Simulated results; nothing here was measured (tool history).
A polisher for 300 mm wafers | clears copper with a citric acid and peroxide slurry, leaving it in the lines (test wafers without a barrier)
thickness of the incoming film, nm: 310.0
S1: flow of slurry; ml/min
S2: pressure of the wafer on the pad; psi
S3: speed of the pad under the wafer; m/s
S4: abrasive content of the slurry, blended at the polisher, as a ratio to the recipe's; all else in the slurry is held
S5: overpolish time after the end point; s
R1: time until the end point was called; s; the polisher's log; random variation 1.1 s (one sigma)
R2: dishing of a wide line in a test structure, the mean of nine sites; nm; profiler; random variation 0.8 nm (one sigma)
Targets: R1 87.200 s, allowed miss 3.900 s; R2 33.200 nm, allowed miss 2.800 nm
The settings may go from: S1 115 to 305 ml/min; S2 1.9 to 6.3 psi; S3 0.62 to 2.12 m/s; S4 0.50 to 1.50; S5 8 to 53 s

run    day   S1   S2    S3    S4  S5      R1      R2
  1  0.000  195  4.1  1.36  1.00  27  86.241  59.730
  2  0.138  195  4.1  1.36  1.10  27  83.355  63.305
  3  0.492  195  4.1  1.52  1.10  27  75.532  66.416
  4  0.821  195  4.1  1.52  1.20  27  72.557  72.605
  5  0.975  195  4.1  1.26  1.20  27  89.017  63.293
  6  1.017  190  4.2  1.28  1.15  22  88.088  52.134
  7  1.121  190  4.3  1.28  1.10  19  86.765  48.765
  8  1.454  190  4.3  1.28  1.05  16  88.987  40.836
  9  1.733  190  4.3  1.28  1.00  15  87.402  38.648

Which of these 5 next moves meets every target?
  A  2.012  200  3.4  1.60  1.00  18   ?   ?
  B  2.012  215  4.5  1.16  1.15  16   ?   ?
  C  2.012  205  4.1  1.34  1.05  17   ?   ?
  D  2.012  245  4.2  1.28  1.00  13   ?   ?
  E  2.012  185  3.5  1.40  1.05  14   ?   ?

move      R1      R2
   A  88.600  43.421
   B  88.361  40.080
   C  86.749  42.647
   D  88.391  33.329
   E  97.532  32.350
A: further off than the last run
B: further off than the last run
C: further off than the last run
D: meets every target
E: brings the result that was furthest off to its target, and leaves another outside
Answer: D
